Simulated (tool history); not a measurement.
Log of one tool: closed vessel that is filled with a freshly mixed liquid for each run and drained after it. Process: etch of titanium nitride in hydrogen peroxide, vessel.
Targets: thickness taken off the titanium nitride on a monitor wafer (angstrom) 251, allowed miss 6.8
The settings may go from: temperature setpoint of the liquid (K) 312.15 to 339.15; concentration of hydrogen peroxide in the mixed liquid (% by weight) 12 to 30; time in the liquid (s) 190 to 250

run	hour	temperature setpoint of the liquid (K)	concentration of hydrogen peroxide in the mixed liquid (% by weight)	time in the liquid (s)	thickness taken off the titanium nitride on a monitor wafer (angstrom)
1	0	328.15	20.5	250	203.35
2	8.9	329.15	20.5	250	218.92
3	16.5	329.15	22.5	250	219.84
4	25.2	322.15	22.5	250	137
5	32.1	322.15	20.5	250	131.24
6	34.9	322.15	20.5	190	100.26
7	35.9	325.15	20.5	190	125.24
8	42.7	327.65	20.5	190	149.94
9	50.9	329.65	20.5	190	171.46
10	59.9	331.15	20.5	190	190.7

5 next moves are on the table. One of them brings every result within its allowed miss. Which?
A	68.9	335.15	17	210	?
B	68.9	332.65	21	235	?
C	68.9	332.15	22	245	?
D	68.9	334.15	22	200	?
E	68.9	336.15	20	190	?

move	thickness taken off the titanium nitride on a monitor wafer (angstrom)
A	269.57
B	266.47
C	271.19
D	253.61
E	269.97
A: takes the result that was furthest off past its target
B: takes the result that was furthest off past its target
C: takes the result that was furthest off past its target
D: meets every target
E: takes the result that was furthest off past its target
Move D is the one to make.
